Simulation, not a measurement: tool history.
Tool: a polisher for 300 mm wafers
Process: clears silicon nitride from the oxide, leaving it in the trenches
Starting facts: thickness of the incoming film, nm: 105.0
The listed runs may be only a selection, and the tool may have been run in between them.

| run | day | flow of slurry (ml/min) | pressure of the wafer on the pad (psi) | speed of the pad under the wafer (cm/s) | overpolish time after the end point (s) | time until the end point was called (s) |
|---|---|---|---|---|---|---|
| 1 | 0.000 | 215 | 2.9 | 112 | 39 | 106.64 |
| 2 | 0.246 | 215 | 2.7 | 112 | 39 | 117.31 |
| 3 | 0.462 | 190 | 2.7 | 112 | 39 | 114.72 |
| 4 | 0.796 | 190 | 2.6 | 112 | 39 | 121.87 |
| 5 | 1.054 | 190 | 2.5 | 112 | 39 | 126.50 |
| 6 | 1.325 | 190 | 2.4 | 112 | 39 | 131.24 |
| 7 | 1.446 | 190 | 2.3 | 112 | 39 | 132.62 |

What will run 8 give?
| 8 | 1.554 | 190 | 2.3 | 112 | 39 | ? |

Run 8 yielded time until the end point was called (s) 137.64.

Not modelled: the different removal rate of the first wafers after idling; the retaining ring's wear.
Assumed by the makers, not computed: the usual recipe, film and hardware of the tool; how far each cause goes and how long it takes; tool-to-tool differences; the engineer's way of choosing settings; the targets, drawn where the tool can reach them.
